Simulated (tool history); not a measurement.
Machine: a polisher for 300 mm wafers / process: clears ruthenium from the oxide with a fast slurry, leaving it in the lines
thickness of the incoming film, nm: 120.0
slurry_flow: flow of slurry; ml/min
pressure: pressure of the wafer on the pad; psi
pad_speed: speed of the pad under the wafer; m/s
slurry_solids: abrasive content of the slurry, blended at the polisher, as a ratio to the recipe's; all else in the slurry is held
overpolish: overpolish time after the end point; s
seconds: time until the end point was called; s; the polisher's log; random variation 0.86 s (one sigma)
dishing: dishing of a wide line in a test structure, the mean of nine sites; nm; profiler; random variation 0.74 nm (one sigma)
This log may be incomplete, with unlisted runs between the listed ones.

run	day	slurry_flow	pressure	pad_speed	slurry_solids	overpolish	seconds	dishing
1	0	225	1.8	1.1	1	21	34.514	56.286
2	0.246	225	1.8	1.1	1.1	21	32.746	58.964
3	0.338	225	1.8	0.9	1.1	21	37.803	52.326
4	0.438	225	1.6	0.9	1.1	21	40.803	48.521
5	0.808	225	1.5	0.88	1.1	22	43.286	48.434
6	1.133	225	1.5	1.12	1.1	22	36.796	56.012
7	1.175	225	1.4	1.08	1.1	23	39.182	54.443
8	1.317	225	1.3	1.04	1.1	24	43.137	52.068
9	1.583	225	1.2	1.02	1.1	25	43.797	53.064
10	1.704	225	1.1	0.98	1.1	26	47.897	51.038
11	1.85	225	1.1	0.96	1.1	26	49.766	50.138

What will run 12 give?
12	1.996	225	1.1	0.94	1.1	26	?	?

seconds: 51.249 s
dishing: 50.478 nm
